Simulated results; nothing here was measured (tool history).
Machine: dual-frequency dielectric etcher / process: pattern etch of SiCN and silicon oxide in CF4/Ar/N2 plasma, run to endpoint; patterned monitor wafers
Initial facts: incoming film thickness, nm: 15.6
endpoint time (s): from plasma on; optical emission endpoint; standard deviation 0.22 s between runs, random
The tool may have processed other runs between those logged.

Run 1, hour 0: source power (kW) 0.35, bias power (kW) 0.072, Ar flow (sccm) 87, CF4 flow (sccm) 80. Result: endpoint time (s) 19.869.
Run 2, hour 8.4: source power (kW) 0.35, bias power (kW) 0.083, Ar flow (sccm) 87, CF4 flow (sccm) 80. Result: endpoint time (s) 18.881.
Run 3, hour 14: source power (kW) 0.35, bias power (kW) 0.083, Ar flow (sccm) 75, CF4 flow (sccm) 80. Result: endpoint time (s) 18.414.
Run 4, hour 17.6: source power (kW) 0.31, bias power (kW) 0.082, Ar flow (sccm) 76, CF4 flow (sccm) 80. Result: endpoint time (s) 19.397.
Run 5, hour 25.1: source power (kW) 0.28, bias power (kW) 0.076, Ar flow (sccm) 80, CF4 flow (sccm) 78. Result: endpoint time (s) 21.576.
Run 6, hour 26.3: source power (kW) 0.28, bias power (kW) 0.076, Ar flow (sccm) 87, CF4 flow (sccm) 78. Result: endpoint time (s) 22.052.
Run 7, hour 33.4: source power (kW) 0.26, bias power (kW) 0.075, Ar flow (sccm) 87, CF4 flow (sccm) 78. Result: endpoint time (s) 22.512.
Run 8, hour 37.4: source power (kW) 0.25, bias power (kW) 0.073, Ar flow (sccm) 88, CF4 flow (sccm) 77. Result: endpoint time (s) 23.481.

Expected results for the next run?
Run 9, hour 46.1: source power (kW) 0.25, bias power (kW) 0.073, Ar flow (sccm) 88, CF4 flow (sccm) 77. Result: endpoint time (s) ?.

endpoint time (s): 23.255
